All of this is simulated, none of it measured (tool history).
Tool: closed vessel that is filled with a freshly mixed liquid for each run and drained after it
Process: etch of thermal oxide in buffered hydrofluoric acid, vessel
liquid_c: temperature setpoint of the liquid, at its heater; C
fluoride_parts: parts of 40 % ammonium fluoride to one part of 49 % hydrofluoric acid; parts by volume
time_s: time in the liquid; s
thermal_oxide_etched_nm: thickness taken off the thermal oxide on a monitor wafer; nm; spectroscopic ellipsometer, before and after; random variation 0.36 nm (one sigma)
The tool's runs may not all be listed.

Run 1, hour 0.0: liquid_c 22.0 C, fluoride_parts 18.5 parts by volume, time_s 90 s. Result: thermal_oxide_etched_nm 50.786 nm.
Run 2, hour 3.2: liquid_c 24.0 C, fluoride_parts 18.5 parts by volume, time_s 90 s. Result: thermal_oxide_etched_nm 55.631 nm.
Run 3, hour 5.9: liquid_c 24.0 C, fluoride_parts 18.5 parts by volume, time_s 90 s. Result: thermal_oxide_etched_nm 56.578 nm.
Run 4, hour 9.8: liquid_c 20.5 C, fluoride_parts 18.5 parts by volume, time_s 90 s. Result: thermal_oxide_etched_nm 45.914 nm.
Run 5, hour 19.1: liquid_c 21.5 C, fluoride_parts 18.5 parts by volume, time_s 90 s. Result: thermal_oxide_etched_nm 48.982 nm.
Run 6, hour 19.9: liquid_c 22.5 C, fluoride_parts 18.5 parts by volume, time_s 90 s. Result: thermal_oxide_etched_nm 51.684 nm.
Run 7, hour 25.7: liquid_c 23.0 C, fluoride_parts 18.5 parts by volume, time_s 90 s. Result: thermal_oxide_etched_nm 53.112 nm.

The next listed run, before its measurement:
Run 8, hour 34.4: liquid_c 23.5 C, fluoride_parts 18.5 parts by volume, time_s 90 s. Result: thermal_oxide_etched_nm ?.

{"run 8": {"thermal_oxide_etched_nm": 54.393}}

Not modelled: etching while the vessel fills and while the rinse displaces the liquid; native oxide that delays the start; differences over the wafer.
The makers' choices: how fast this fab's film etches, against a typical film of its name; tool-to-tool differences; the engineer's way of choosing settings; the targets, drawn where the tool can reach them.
